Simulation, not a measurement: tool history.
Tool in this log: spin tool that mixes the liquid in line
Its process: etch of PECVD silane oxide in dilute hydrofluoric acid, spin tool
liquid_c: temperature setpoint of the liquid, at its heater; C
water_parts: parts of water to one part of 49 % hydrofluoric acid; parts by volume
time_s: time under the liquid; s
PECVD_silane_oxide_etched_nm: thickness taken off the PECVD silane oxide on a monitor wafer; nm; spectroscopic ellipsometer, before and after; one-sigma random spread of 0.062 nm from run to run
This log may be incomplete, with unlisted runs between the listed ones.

{"run": 1, "day": 0.0, "liquid_c": 25, "water_parts": 195, "time_s": 65, "PECVD_silane_oxide_etched_nm": 7.2594}
{"run": 2, "day": 0.029, "liquid_c": 25, "water_parts": 195, "time_s": 65, "PECVD_silane_oxide_etched_nm": 7.2819}
{"run": 3, "day": 0.125, "liquid_c": 24, "water_parts": 195, "time_s": 65, "PECVD_silane_oxide_etched_nm": 6.9884}
{"run": 4, "day": 0.446, "liquid_c": 26, "water_parts": 195, "time_s": 65, "PECVD_silane_oxide_etched_nm": 7.4358}
{"run": 5, "day": 0.496, "liquid_c": 26, "water_parts": 125, "time_s": 65, "PECVD_silane_oxide_etched_nm": 12.615}
{"run": 6, "day": 0.738, "liquid_c": 23.5, "water_parts": 125, "time_s": 65, "PECVD_silane_oxide_etched_nm": 11.526}

Run 7, settings as shown, results not yet in. Your forecast:
{"run": 7, "day": 0.946, "liquid_c": 21.5, "water_parts": 145, "time_s": 65, "PECVD_silane_oxide_etched_nm": "?"}

Run 7 yielded PECVD_silane_oxide_etched_nm 9.1919 nm.
